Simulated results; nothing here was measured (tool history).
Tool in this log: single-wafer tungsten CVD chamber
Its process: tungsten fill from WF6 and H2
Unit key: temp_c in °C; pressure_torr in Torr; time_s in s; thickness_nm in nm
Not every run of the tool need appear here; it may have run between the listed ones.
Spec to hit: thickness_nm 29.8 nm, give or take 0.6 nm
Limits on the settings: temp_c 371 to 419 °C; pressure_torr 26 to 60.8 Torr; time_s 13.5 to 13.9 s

Run 1, hour 0: temp_c 395 °C, pressure_torr 43.4 Torr, time_s 13.5 s. Result: thickness_nm 45.51 nm.
Run 2, hour 1.7: temp_c 388 °C, pressure_torr 43.1 Torr, time_s 13.5 s. Result: thickness_nm 38.882 nm.
Run 3, hour 5.3: temp_c 384 °C, pressure_torr 43 Torr, time_s 13.5 s. Result: thickness_nm 35.344 nm.
Run 4, hour 8.4: temp_c 381 °C, pressure_torr 42.9 Torr, time_s 13.5 s. Result: thickness_nm 33.196 nm.
Run 5, hour 9.9: temp_c 379 °C, pressure_torr 42.8 Torr, time_s 13.5 s. Result: thickness_nm 31.389 nm.
Run 6, hour 17.1: temp_c 373 °C, pressure_torr 42.8 Torr, time_s 13.5 s. Result: thickness_nm 27.135 nm.
Run 7, hour 25.3: temp_c 374 °C, pressure_torr 42.8 Torr, time_s 13.5 s. Result: thickness_nm 28.224 nm.
Run 8, hour 31.4: temp_c 375 °C, pressure_torr 42.8 Torr, time_s 13.5 s. Result: thickness_nm 28.747 nm.

Exactly one of the 5 candidate moves below puts every result within its allowed miss. Which one?
Run A, hour 37.5: temp_c 381 °C, pressure_torr 34.1 Torr, time_s 13.9 s. Result: thickness_nm ?.
Run B, hour 37.5: temp_c 377 °C, pressure_torr 40.1 Torr, time_s 13.9 s. Result: thickness_nm ?.
Run C, hour 37.5: temp_c 376 °C, pressure_torr 41.1 Torr, time_s 13.5 s. Result: thickness_nm ?.
Run D, hour 37.5: temp_c 377 °C, pressure_torr 44.3 Torr, time_s 13.5 s. Result: thickness_nm ?.
Run E, hour 37.5: temp_c 374 °C, pressure_torr 44.8 Torr, time_s 13.5 s. Result: thickness_nm ?.

move  thickness_nm
   A        28.751
   B        29.729
   C        28.708
   D        30.969
   E        29.077
A: just as far off the targets as the last run
B: all results in spec
C: just as far off the targets as the last run
D: takes the result that was furthest off past its target
E: nearer the targets than the last run, but a result is still out of spec
The move that meets every target is B.
